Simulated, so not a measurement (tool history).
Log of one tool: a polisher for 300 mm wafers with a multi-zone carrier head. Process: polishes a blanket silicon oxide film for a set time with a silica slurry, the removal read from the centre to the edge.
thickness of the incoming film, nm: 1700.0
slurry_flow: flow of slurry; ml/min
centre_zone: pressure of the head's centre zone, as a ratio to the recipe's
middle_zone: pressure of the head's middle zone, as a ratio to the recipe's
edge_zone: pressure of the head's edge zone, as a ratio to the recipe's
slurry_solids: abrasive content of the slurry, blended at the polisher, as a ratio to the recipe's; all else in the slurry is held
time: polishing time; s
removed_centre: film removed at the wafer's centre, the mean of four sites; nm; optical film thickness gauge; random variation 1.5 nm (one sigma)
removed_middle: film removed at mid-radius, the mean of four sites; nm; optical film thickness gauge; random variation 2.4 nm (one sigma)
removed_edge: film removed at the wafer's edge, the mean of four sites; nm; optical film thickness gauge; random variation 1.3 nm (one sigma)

run  hour  slurry_flow  centre_zone  middle_zone  edge_zone  slurry_solids  time  removed_centre  removed_middle  removed_edge
  1     0          140            1            1          1              1    73          201.68          206.71        206.99
  2   4.1          130            1         0.98       0.95           0.95    73          200.77          198.28         193.4
  3   9.1          120         0.98         0.96       0.94            0.9    73          188.72          185.09        188.61
  4  14.7          120         0.91         0.96       0.94            0.9    73          174.61          185.67        190.31
  5  22.5          120         0.91         0.96       0.94           1.05    73          186.52          201.06        202.92
  6  29.2          120         0.91         0.96       0.94           0.85    73          170.48          179.21        183.04
  7  31.3          120         0.93         0.95       0.92           0.85    73          173.63          183.31        182.95
  8    39          115         0.95         0.94       0.91           0.85    73          174.57          176.83        178.81
  9  45.4          115         0.96         0.93        0.9           0.85    73          178.86          176.05        180.54

The next listed run, before its measurement:
     47.6  -- worn pad replaced by a new one
 10  47.6          115         0.96         0.93        0.9           0.85    73               ?               ?             ?

Run 10 gave removed_centre 188.28 nm, removed_middle 184.31 nm, removed_edge 189.41 nm.
